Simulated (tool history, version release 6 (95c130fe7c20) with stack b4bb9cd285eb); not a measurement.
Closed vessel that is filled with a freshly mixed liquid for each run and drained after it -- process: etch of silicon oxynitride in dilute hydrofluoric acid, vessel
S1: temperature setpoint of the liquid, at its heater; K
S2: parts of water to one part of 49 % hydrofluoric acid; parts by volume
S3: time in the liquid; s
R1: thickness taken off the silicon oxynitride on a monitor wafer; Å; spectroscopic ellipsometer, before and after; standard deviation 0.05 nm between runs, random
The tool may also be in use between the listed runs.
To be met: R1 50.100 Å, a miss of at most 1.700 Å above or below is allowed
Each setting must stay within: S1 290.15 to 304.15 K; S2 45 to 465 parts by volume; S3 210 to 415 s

run  hour      S1   S2   S3      R1
  1   0.0  296.15  255  415  61.985
  2   2.0  295.15  255  415  59.048
  3   9.4  295.15  255  415  58.335
  4  17.6  294.65  255  415  56.811
  5  21.5  297.65  255  415  65.605
  6  30.3  299.15  255  415  69.612
  7  37.9  297.65  255  415  65.287
  8  44.1  297.65  255  415  66.023

Pick the move, out of 5, that brings all results within their allowed miss; only one does.
  A  50.3  293.65  255  415   ?
  B  50.3  296.15  160  415   ?
  C  50.3  294.65  270  415   ?
  D  50.3  297.65  315  415   ?
  E  50.3  298.15  280  415   ?

move       R1
   A   55.126
   B  105.120
   C   53.919
   D   51.031
   E   60.081
A: nearer the targets than the last run, but a result is still out of spec
B: lands further from the targets than the last run did
C: nearer the targets than the last run, but a result is still out of spec
D: meets every target
E: nearer the targets than the last run, but a result is still out of spec
The move that meets every target is D.

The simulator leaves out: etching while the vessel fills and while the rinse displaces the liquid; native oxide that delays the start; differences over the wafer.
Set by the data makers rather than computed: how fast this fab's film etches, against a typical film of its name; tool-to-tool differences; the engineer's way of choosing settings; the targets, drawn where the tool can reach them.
